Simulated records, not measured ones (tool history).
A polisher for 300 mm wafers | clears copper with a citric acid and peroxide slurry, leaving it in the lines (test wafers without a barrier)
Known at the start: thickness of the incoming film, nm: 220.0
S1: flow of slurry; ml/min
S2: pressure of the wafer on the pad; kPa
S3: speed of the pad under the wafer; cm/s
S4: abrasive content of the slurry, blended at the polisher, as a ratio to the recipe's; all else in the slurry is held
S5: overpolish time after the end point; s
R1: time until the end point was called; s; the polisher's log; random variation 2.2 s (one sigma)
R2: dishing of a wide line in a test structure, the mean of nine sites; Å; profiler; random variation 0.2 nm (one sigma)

{"run": 1, "hour": 0.0, "S1": 210, "S2": 27.6, "S3": 94, "S4": 1, "S5": 13, "R1": 72.314, "R2": 288.13}
{"run": 2, "hour": 2.7, "S1": 210, "S2": 26.2, "S3": 90, "S4": 1, "S5": 13, "R1": 79.349, "R2": 282.45}
{"run": 3, "hour": 7.8, "S1": 210, "S2": 24.8, "S3": 86, "S4": 1, "S5": 12, "R1": 83.805, "R2": 241.65}
{"run": 4, "hour": 16.3, "S1": 210, "S2": 24.8, "S3": 86, "S4": 0.8, "S5": 12, "R1": 85.819, "R2": 234.91}
{"run": 5, "hour": 17.8, "S1": 210, "S2": 23.4, "S3": 82, "S4": 0.8, "S5": 12, "R1": 94.873, "R2": 219.82}
{"run": 6, "hour": 26.0, "S1": 210, "S2": 23.4, "S3": 82, "S4": 0.8, "S5": 6, "R1": 94.878, "R2": 107.98}
{"run": 7, "hour": 31.5, "S1": 210, "S2": 22.1, "S3": 80, "S4": 0.8, "S5": 6, "R1": 98.79, "R2": 106.05}
{"run": 8, "hour": 36.6, "S1": 210, "S2": 21.4, "S3": 76, "S4": 0.8, "S5": 6, "R1": 105.98, "R2": 97.479}
{"run": 9, "hour": 41.7, "S1": 210, "S2": 20.7, "S3": 74, "S4": 0.8, "S5": 6, "R1": 108.81, "R2": 93.042}
{"run": 10, "hour": 45.5, "S1": 205, "S2": 20, "S3": 72, "S4": 0.8, "S5": 7, "R1": 116.18, "R2": 101.78}
{"run": 11, "hour": 53.6, "S1": 200, "S2": 19.3, "S3": 70, "S4": 0.8, "S5": 7, "R1": 121.7, "R2": 99.836}
{"run": 12, "hour": 57.2, "S1": 195, "S2": 18.6, "S3": 68, "S4": 0.8, "S5": 7, "R1": 129.15, "R2": 94.326}
{"run": 13, "hour": 58.5, "S1": 190, "S2": 17.9, "S3": 68, "S4": 0.8, "S5": 7, "R1": 128.89, "R2": 90.981}

Forecast run 14:
{"run": 14, "hour": 63.6, "S1": 190, "S2": 17.2, "S3": 66, "S4": 0.8, "S5": 7, "R1": "?", "R2": "?"}

{"run 14": {"R1": 136.08, "R2": 87.02}}
